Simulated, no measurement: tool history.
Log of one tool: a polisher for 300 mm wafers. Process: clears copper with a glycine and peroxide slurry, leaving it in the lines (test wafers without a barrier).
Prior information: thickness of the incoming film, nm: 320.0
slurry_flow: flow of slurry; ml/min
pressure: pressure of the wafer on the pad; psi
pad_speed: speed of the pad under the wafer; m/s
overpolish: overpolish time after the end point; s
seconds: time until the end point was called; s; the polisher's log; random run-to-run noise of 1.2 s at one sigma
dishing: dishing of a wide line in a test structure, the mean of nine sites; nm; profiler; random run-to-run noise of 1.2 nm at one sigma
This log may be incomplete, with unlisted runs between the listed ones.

run	day	slurry_flow	pressure	pad_speed	overpolish	seconds	dishing
1	0	270	2.2	1.02	17	78.59	39.789
2	0.3	300	2.2	1.02	17	79.953	40.244
3	0.492	300	2.3	1.02	18	75.775	43.076
4	0.725	260	2.3	1.02	18	76.098	43.425
5	0.95	260	2	1.02	18	84.634	39.428
6	1.183	260	2	0.82	18	101.21	35.787
7	1.554	260	2.6	0.84	23	81.154	50.387

Run 8 has not been measured yet. What should we expect?
8	1.792	260	2.7	0.84	23	?	?

{"run 8": {"seconds": 78.947, "dishing": 52.724}}
